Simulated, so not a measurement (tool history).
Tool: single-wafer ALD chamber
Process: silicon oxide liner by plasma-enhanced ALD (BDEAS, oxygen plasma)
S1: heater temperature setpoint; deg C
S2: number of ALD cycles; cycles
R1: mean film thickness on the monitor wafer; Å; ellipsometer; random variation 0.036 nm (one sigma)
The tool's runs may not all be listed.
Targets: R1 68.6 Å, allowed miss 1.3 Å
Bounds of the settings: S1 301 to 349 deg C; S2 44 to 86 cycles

run 1 hour=0 | S1=325 S2=65 | R1=59.961
run 2 hour=5 | S1=336 S2=65 | R1=58.859
run 3 hour=10.7 | S1=336 S2=58 | R1=52.352
run 4 hour=12.3 | S1=343 S2=58 | R1=51.941
run 5 hour=13.3 | S1=349 S2=58 | R1=50.994
run 6 hour=15.4 | S1=349 S2=62 | R1=55.173
run 7 hour=17.3 | S1=348 S2=66 | R1=58.621
run 8 hour=23.7 | S1=346 S2=69 | R1=61.566
run 9 hour=26.8 | S1=345 S2=71 | R1=62.885
run 10 hour=34.6 | S1=343 S2=73 | R1=65.953
run 11 hour=39.9 | S1=342 S2=74 | R1=66.532
run 12 hour=41.9 | S1=342 S2=75 | R1=67.449

Which of these 5 next moves meets every target?
run A hour=43.9 | S1=334 S2=72 | R1=?
run B hour=43.9 | S1=339 S2=74 | R1=?
run C hour=43.9 | S1=346 S2=74 | R1=?
run D hour=43.9 | S1=344 S2=74 | R1=?
run E hour=43.9 | S1=345 S2=77 | R1=?

move=A R1=65.775
move=B R1=67.036
move=C R1=66.242
move=D R1=66.469
move=E R1=69.046
A: further off than the last run
B: further off than the last run
C: further off than the last run
D: further off than the last run
E: meets every target
The right move is E.
